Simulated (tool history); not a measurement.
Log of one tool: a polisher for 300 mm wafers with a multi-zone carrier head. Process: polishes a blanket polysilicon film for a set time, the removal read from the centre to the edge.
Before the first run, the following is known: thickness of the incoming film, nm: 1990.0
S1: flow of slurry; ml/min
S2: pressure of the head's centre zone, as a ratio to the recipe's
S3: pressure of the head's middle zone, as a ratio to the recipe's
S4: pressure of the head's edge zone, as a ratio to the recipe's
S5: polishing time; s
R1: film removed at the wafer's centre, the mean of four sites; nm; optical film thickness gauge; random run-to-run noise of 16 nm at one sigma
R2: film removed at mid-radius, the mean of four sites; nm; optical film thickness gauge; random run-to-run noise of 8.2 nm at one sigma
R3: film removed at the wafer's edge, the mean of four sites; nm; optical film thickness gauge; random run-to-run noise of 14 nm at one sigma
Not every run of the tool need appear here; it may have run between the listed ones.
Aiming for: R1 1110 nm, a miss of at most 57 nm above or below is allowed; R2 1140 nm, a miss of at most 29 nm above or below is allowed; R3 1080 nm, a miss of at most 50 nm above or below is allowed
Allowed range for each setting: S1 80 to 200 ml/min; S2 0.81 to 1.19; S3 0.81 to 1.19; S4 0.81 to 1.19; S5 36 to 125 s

{"run": 1, "hour": 0.0, "S1": 130, "S2": 1, "S3": 1, "S4": 1, "S5": 80, "R1": 746.38, "R2": 781.15, "R3": 793.72}
{"run": 2, "hour": 7.8, "S1": 140, "S2": 1.03, "S3": 1.03, "S4": 1.03, "S5": 84, "R1": 825.59, "R2": 851.62, "R3": 818.42}
{"run": 3, "hour": 15.5, "S1": 140, "S2": 1.03, "S3": 1.03, "S4": 0.97, "S5": 84, "R1": 844.19, "R2": 845.92, "R3": 816.44}
{"run": 4, "hour": 18.4, "S1": 145, "S2": 1.03, "S3": 1.03, "S4": 0.98, "S5": 89, "R1": 870.04, "R2": 903.63, "R3": 868.25}
{"run": 5, "hour": 24.4, "S1": 145, "S2": 1.03, "S3": 1.03, "S4": 0.9, "S5": 89, "R1": 916.05, "R2": 909.52, "R3": 827.9}
{"run": 6, "hour": 25.3, "S1": 150, "S2": 1.04, "S3": 1.04, "S4": 0.94, "S5": 92, "R1": 924.75, "R2": 939.64, "R3": 891.76}
{"run": 7, "hour": 26.0, "S1": 155, "S2": 1.06, "S3": 1.05, "S4": 0.96, "S5": 95, "R1": 947.19, "R2": 999.3, "R3": 934.98}
{"run": 8, "hour": 34.8, "S1": 155, "S2": 1.08, "S3": 1.05, "S4": 0.96, "S5": 98, "R1": 1028.1, "R2": 1017.6, "R3": 940.95}
{"run": 9, "hour": 37.2, "S1": 155, "S2": 1.08, "S3": 1.05, "S4": 0.96, "S5": 98, "R1": 1025.1, "R2": 1031.4, "R3": 963.03}
{"run": 10, "hour": 42.4, "S1": 160, "S2": 1.09, "S3": 1.05, "S4": 0.98, "S5": 99, "R1": 1042, "R2": 1043.4, "R3": 979.43}

Consider the 4 candidate settings below. Which is the only one whose results all fall within their allowed miss of target?
{"run": "A", "hour": 47.6, "S1": 180, "S2": 0.84, "S3": 1.09, "S4": 1.09, "S5": 102, "R1": "?", "R2": "?", "R3": "?"}
{"run": "B", "hour": 47.6, "S1": 175, "S2": 0.88, "S3": 1.08, "S4": 1.04, "S5": 108, "R1": "?", "R2": "?", "R3": "?"}
{"run": "C", "hour": 47.6, "S1": 165, "S2": 1.07, "S3": 1.15, "S4": 1.06, "S5": 103, "R1": "?", "R2": "?", "R3": "?"}
{"run": "D", "hour": 47.6, "S1": 180, "S2": 1.14, "S3": 1.04, "S4": 0.93, "S5": 93, "R1": "?", "R2": "?", "R3": "?"}

move=A R1=953.68 R2=1110.4 R3=1103.4
move=B R1=1031.4 R2=1164.4 R3=1137.6
move=C R1=1093.4 R2=1137.6 R3=1086.6
move=D R1=1043.9 R2=986.31 R3=931.95
A: an improvement on the last run, though not all results are within tolerance
B: brings the last run's worst result on target, with another outside its allowed miss
C: meets every target
D: further off than the last run
The right move is C.
